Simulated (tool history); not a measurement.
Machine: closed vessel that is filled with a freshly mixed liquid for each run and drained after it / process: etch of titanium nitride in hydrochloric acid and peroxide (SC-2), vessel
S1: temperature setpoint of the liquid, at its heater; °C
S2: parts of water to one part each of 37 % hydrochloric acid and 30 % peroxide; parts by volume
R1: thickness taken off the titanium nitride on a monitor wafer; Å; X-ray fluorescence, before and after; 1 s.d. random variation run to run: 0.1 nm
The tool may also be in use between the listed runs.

run 1 hour=0.0 | S1=46.0 S2=7.0 time_in_the_liquid_(s)=1040 | R1=231.52
run 2 hour=1.0 | S1=47.0 S2=7.0 time_in_the_liquid_(s)=1040 | R1=248.17
run 3 hour=7.3 | S1=47.0 S2=7.0 time_in_the_liquid_(s)=1040 | R1=246.99
run 4 hour=9.7 | S1=48.0 S2=7.0 time_in_the_liquid_(s)=1040 | R1=265.86
run 5 hour=10.8 | S1=48.0 S2=9.0 time_in_the_liquid_(s)=1040 | R1=217.98
-- hour=17.2 chemicals flow meter replaced
run 6 hour=17.2 | S1=49.5 S2=9.0 time_in_the_liquid_(s)=1040 | R1=231.58

Forecast run 7:
run 7 hour=19.4 | S1=56.5 S2=9.0 time_in_the_liquid_(s)=1040 | R1=?

{"run 7": {"R1": 365.11}}
